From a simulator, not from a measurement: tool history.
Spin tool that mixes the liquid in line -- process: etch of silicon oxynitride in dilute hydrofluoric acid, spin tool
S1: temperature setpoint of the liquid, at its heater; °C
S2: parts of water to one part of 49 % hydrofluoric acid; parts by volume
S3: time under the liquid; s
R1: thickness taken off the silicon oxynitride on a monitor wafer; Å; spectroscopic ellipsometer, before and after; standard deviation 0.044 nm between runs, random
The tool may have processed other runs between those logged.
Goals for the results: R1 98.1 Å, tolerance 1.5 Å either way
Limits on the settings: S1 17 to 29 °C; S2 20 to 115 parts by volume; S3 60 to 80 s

run  hour    S1  S2  S3      R1
  1     0    21  65  80  65.066
  2     5    21  50  80  86.171
  3   5.6  24.5  50  80  102.46
  4   8.1    24  50  80  99.773
  5   9.9    24  50  80  99.986
  6  18.4    24  50  60  75.293
  7  21.8    28  50  60   91.02
  8    27  28.5  50  60  92.717
  9  34.9    29  50  60  95.009
 10  40.4    29  50  65  103.28
 11  46.8  28.5  50  65  100.62

Below are 4 possible settings for the next run. Only one of them brings all results inside the allowed miss of their targets. Which is it?
  A  53.2    28  55  75   ?
  B  53.2  28.5  55  70   ?
  C  53.2    29  55  70   ?
  D  53.2  28.5  45  60   ?

move      R1
   A  102.87
   B  98.306
   C  100.65
   D  103.88
A: lands further from the targets than the last run did
B: all results land within tolerance of their targets
C: about the same distance from the targets as the last run
D: lands further from the targets than the last run did
B is the move that brings every result within its allowed miss.
